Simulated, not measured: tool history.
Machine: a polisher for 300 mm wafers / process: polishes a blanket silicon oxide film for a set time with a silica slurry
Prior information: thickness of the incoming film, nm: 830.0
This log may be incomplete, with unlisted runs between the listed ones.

run,day,flow of slurry (ml/min),pressure of the wafer on the pad (kPa),speed of the pad under the wafer (cm/s),abrasive content of the slurry,polishing time (s),film removed (nm)
1,0.000,320,33.1,120,1.0,91,326.19
2,0.217,320,33.1,96,1.0,91,273.16
3,0.242,320,33.1,96,1.0,95,286.51
4,0.475,320,36.5,96,1.0,95,312.48
5,0.579,355,36.5,96,1.0,95,314.79
6,0.704,355,40.0,96,1.0,95,344.39
7,0.904,355,42.1,96,1.0,95,361.82
8,1.008,355,42.1,96,1.0,95,358.96

Run 9 comes next. What will it give?
9,1.171,355,44.1,96,1.0,95,?

{"run 9": {"film removed (nm)": 378.79}}
